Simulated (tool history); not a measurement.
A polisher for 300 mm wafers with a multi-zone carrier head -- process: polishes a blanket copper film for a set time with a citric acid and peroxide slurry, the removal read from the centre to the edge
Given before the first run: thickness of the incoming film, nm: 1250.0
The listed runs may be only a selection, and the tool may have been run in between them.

| run | hour | flow of slurry (ml/min) | pressure of the head's centre zone | pressure of the head's middle zone | pressure of the head's edge zone | abrasive content of the slurry | polishing time (s) | film removed at the wafer's centre (Å) | film removed at mid-radius (Å) | film removed at the wafer's edge (Å) |
|---|---|---|---|---|---|---|---|---|---|---|
| 1 | 0 | 190 | 1 | 1 | 1 | 1 | 78 | 2067.7 | 2124.7 | 2208 |
| 2 | 4.1 | 190 | 1 | 1.05 | 1 | 1 | 78 | 2078.9 | 2217.5 | 2215.5 |
| 3 | 5.2 | 200 | 0.99 | 1.07 | 1.02 | 1 | 78 | 2088.2 | 2293.7 | 2229.7 |
| 4 | 8 | 200 | 0.99 | 1.07 | 1.02 | 0.8 | 78 | 2016 | 2201.2 | 2147.8 |
| 5 | 16.8 | 200 | 0.99 | 1.07 | 1.09 | 0.8 | 78 | 2018.8 | 2197.3 | 2225.7 |
| 6 | 21.1 | 200 | 0.99 | 0.99 | 1.09 | 0.8 | 78 | 1999.2 | 2072.1 | 2246.7 |

What does the tool deliver on the next run?
|  | 23.8 | slurry nozzle cleaned |
| 7 | 23.8 | 210 | 0.98 | 1.01 | 1.1 | 0.85 | 78 | ? | ? | ? |

film removed at the wafer's centre (Å): 2140.2
film removed at mid-radius (Å): 2210.5
film removed at the wafer's edge (Å): 2405.6
